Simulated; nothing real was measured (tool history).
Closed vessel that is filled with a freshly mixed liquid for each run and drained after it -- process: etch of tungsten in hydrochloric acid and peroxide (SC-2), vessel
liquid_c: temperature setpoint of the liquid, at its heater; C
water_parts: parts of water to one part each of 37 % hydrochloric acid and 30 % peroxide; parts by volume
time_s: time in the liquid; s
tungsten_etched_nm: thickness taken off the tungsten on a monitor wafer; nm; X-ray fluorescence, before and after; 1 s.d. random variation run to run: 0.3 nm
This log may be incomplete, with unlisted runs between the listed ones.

{"run": 1, "hour": 0.0, "liquid_c": 57.0, "water_parts": 5.0, "time_s": 30, "tungsten_etched_nm": 18.907}
{"run": 2, "hour": 6.4, "liquid_c": 60.0, "water_parts": 5.0, "time_s": 30, "tungsten_etched_nm": 22.775}
{"run": 3, "hour": 14.6, "liquid_c": 60.0, "water_parts": 7.0, "time_s": 30, "tungsten_etched_nm": 17.883}
{"run": 4, "hour": 20.9, "liquid_c": 63.0, "water_parts": 7.0, "time_s": 30, "tungsten_etched_nm": 21.508}
{"run": 5, "hour": 24.0, "liquid_c": 63.0, "water_parts": 7.0, "time_s": 30, "tungsten_etched_nm": 21.492}
{"run": 6, "hour": 28.6, "liquid_c": 65.0, "water_parts": 7.0, "time_s": 30, "tungsten_etched_nm": 24.093}

For run 7, what comes out?
{"run": 7, "hour": 32.8, "liquid_c": 66.5, "water_parts": 6.5, "time_s": 30, "tungsten_etched_nm": "?"}

Run 7 came out at tungsten_etched_nm 27.979 nm.

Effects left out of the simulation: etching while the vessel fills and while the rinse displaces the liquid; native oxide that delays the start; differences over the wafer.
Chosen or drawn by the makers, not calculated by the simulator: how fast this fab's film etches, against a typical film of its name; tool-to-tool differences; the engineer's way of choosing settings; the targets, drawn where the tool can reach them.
